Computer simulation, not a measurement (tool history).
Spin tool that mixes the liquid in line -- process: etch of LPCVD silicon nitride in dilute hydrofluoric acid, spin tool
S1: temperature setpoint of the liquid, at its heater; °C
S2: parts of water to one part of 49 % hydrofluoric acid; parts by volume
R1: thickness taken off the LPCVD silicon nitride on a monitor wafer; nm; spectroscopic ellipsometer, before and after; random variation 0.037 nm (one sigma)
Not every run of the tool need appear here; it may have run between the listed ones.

{"run": 1, "hour": 0.0, "S1": 26, "S2": 115, "time under the liquid (s)": 80, "R1": 0.46347}
{"run": 2, "hour": 0.6, "S1": 27.5, "S2": 100, "time under the liquid (s)": 80, "R1": 0.59947}
{"run": 3, "hour": 5.4, "S1": 27.5, "S2": 100, "time under the liquid (s)": 60, "R1": 0.438}
{"run": 4, "hour": 13.2, "S1": 27.5, "S2": 125, "time under the liquid (s)": 60, "R1": 0.35629}
{"run": 5, "hour": 14.6, "S1": 27.5, "S2": 125, "time under the liquid (s)": 60, "R1": 0.35141}
{"run": 6, "hour": 23.3, "S1": 27.5, "S2": 100, "time under the liquid (s)": 65, "R1": 0.50032}
{"run": 7, "hour": 26.0, "S1": 28, "S2": 85, "time under the liquid (s)": 70, "R1": 0.66119}
{"run": 8, "hour": 29.6, "S1": 28.5, "S2": 75, "time under the liquid (s)": 70, "R1": 0.7124}

For run 9, what comes out?
{"run": 9, "hour": 30.9, "S1": 28.5, "S2": 75, "time under the liquid (s)": 70, "R1": "?"}

{"run 9": {"R1": 0.72054}}

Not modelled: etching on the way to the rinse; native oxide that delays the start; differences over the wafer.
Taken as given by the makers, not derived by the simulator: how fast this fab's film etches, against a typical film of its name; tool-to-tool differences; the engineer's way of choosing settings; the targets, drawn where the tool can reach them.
